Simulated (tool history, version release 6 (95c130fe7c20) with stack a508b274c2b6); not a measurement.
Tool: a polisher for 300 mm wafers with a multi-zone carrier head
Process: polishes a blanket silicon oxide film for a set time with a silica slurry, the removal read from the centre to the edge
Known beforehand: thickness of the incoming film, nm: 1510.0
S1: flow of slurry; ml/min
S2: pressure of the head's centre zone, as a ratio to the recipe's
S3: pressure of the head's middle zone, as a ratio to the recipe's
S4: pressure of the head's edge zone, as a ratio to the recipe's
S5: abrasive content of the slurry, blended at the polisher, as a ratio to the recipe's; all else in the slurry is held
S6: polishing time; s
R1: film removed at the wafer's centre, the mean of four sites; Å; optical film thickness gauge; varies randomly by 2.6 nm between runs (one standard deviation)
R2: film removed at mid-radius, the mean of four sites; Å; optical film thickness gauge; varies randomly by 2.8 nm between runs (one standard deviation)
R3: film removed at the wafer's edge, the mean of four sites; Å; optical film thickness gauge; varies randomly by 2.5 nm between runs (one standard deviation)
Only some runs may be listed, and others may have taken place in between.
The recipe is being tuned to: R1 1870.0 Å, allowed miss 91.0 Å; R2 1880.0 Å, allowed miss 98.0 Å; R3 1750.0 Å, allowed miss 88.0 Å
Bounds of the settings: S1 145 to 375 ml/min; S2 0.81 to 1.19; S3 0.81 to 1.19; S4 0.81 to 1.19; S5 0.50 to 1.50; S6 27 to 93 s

Run 1, hour 0.0: S1 240 ml/min, S2 1.00, S3 1.00, S4 1.00, S5 1.00, S6 59 s. Result: R1 2633.9 Å, R2 2578.9 Å, R3 2622.3 Å.
Run 2, hour 8.4: S1 240 ml/min, S2 1.07, S3 1.00, S4 1.00, S5 1.00, S6 59 s. Result: R1 2746.1 Å, R2 2602.1 Å, R3 2597.7 Å.
Run 3, hour 13.1: S1 240 ml/min, S2 1.07, S3 1.00, S4 1.00, S5 1.10, S6 59 s. Result: R1 3018.7 Å, R2 2759.3 Å, R3 2786.3 Å.
Run 4, hour 16.2: S1 245 ml/min, S2 1.08, S3 1.00, S4 0.97, S5 0.90, S6 58 s. Result: R1 2657.2 Å, R2 2391.2 Å, R3 2431.8 Å.
Run 5, hour 20.4: S1 245 ml/min, S2 1.08, S3 1.00, S4 0.97, S5 0.70, S6 58 s. Result: R1 2244.2 Å, R2 2044.6 Å, R3 2037.6 Å.
Run 6, hour 25.9: S1 265 ml/min, S2 1.08, S3 1.00, S4 0.97, S5 0.70, S6 58 s. Result: R1 2184.6 Å, R2 2020.9 Å, R3 2033.2 Å.
Run 7, hour 29.9: S1 260 ml/min, S2 1.07, S3 1.02, S4 0.96, S5 0.65, S6 58 s. Result: R1 2100.5 Å, R2 1967.8 Å, R3 1890.8 Å.
Run 8, hour 30.7: S1 260 ml/min, S2 1.05, S3 1.02, S4 0.96, S5 0.65, S6 58 s. Result: R1 2058.6 Å, R2 1914.4 Å, R3 1897.6 Å.
Run 9, hour 33.0: S1 260 ml/min, S2 1.03, S3 1.05, S4 0.96, S5 0.65, S6 58 s. Result: R1 1983.6 Å, R2 2006.1 Å, R3 1867.4 Å.
Run 10, hour 36.1: S1 260 ml/min, S2 1.02, S3 1.05, S4 0.95, S5 0.65, S6 58 s. Result: R1 2019.7 Å, R2 1963.7 Å, R3 1866.5 Å.
Run 11, hour 39.6: S1 260 ml/min, S2 1.01, S3 1.06, S4 0.95, S5 0.65, S6 58 s. Result: R1 1976.7 Å, R2 2042.5 Å, R3 1860.0 Å.
Run 12, hour 46.0: S1 260 ml/min, S2 1.01, S3 1.05, S4 0.94, S5 0.65, S6 58 s. Result: R1 1941.2 Å, R2 1985.2 Å, R3 1866.4 Å.
Run 13, hour 47.5: S1 260 ml/min, S2 1.02, S3 1.05, S4 0.94, S5 0.65, S6 58 s. Result: R1 2018.9 Å, R2 2061.9 Å, R3 1844.9 Å.
Run 14, hour 52.0: S1 260 ml/min, S2 1.02, S3 1.04, S4 0.94, S5 0.65, S6 58 s. Result: R1 1979.4 Å, R2 1964.7 Å, R3 1886.0 Å.
Run 15, hour 53.4: S1 250 ml/min, S2 1.01, S3 1.04, S4 0.88, S5 0.55, S6 58 s. Result: R1 1691.5 Å, R2 1708.6 Å, R3 1557.8 Å.
Run 16, hour 57.8: S1 260 ml/min, S2 1.01, S3 1.04, S4 0.90, S5 0.55, S6 58 s. Result: R1 1722.8 Å, R2 1705.5 Å, R3 1573.4 Å.
Run 17, hour 64.6: S1 260 ml/min, S2 1.02, S3 1.05, S4 0.92, S5 0.55, S6 58 s. Result: R1 1699.8 Å, R2 1710.8 Å, R3 1574.3 Å.
Run 18, hour 66.0: S1 270 ml/min, S2 1.02, S3 1.05, S4 0.94, S5 0.55, S6 58 s. Result: R1 1722.6 Å, R2 1714.1 Å, R3 1587.4 Å.
Run 19, hour 71.9: S1 270 ml/min, S2 1.02, S3 1.08, S4 1.00, S5 0.75, S6 59 s. Result: R1 2218.2 Å, R2 2323.8 Å, R3 2173.2 Å.
Run 20, hour 75.9: S1 270 ml/min, S2 1.00, S3 1.06, S4 0.95, S5 0.75, S6 59 s. Result: R1 2245.0 Å, R2 2328.2 Å, R3 2138.9 Å.
Run 21, hour 83.9: S1 245 ml/min, S2 1.00, S3 1.05, S4 0.94, S5 0.75, S6 59 s. Result: R1 2206.6 Å, R2 2261.9 Å, R3 2105.3 Å.
Run 22, hour 89.7: S1 260 ml/min, S2 0.98, S3 1.03, S4 0.90, S5 0.75, S6 59 s. Result: R1 2108.5 Å, R2 2200.8 Å, R3 2053.2 Å.
Run 23, hour 95.3: S1 240 ml/min, S2 0.98, S3 1.02, S4 0.88, S5 0.75, S6 59 s. Result: R1 2193.7 Å, R2 2204.3 Å, R3 2052.7 Å.

Which one of the following 4 next-run settings gets every result inside its allowed miss? There is exactly one.
Run A, hour 100.9: S1 240 ml/min, S2 0.83, S3 1.14, S4 1.08, S5 1.00, S6 50 s. Result: R1 ?, R2 ?, R3 ?.
Run B, hour 100.9: S1 220 ml/min, S2 1.00, S3 1.03, S4 0.90, S5 0.60, S6 60 s. Result: R1 ?, R2 ?, R3 ?.
Run C, hour 100.9: S1 215 ml/min, S2 1.18, S3 0.92, S4 0.81, S5 0.60, S6 63 s. Result: R1 ?, R2 ?, R3 ?.
Run D, hour 100.9: S1 270 ml/min, S2 0.88, S3 1.00, S4 0.95, S5 0.90, S6 49 s. Result: R1 ?, R2 ?, R3 ?.

move      R1      R2      R3
   A  1884.1  2468.6  2325.9
   B  1852.2  1846.9  1747.8
   C  2287.0  1756.2  1748.9
   D  1867.8  2061.5  2037.3
A: the furthest-off result lands on target, but another misses its tolerance
B: in spec on every target
C: lands further from the targets than the last run did
D: the furthest-off result lands on target, but another misses its tolerance
Move B is the one to make.

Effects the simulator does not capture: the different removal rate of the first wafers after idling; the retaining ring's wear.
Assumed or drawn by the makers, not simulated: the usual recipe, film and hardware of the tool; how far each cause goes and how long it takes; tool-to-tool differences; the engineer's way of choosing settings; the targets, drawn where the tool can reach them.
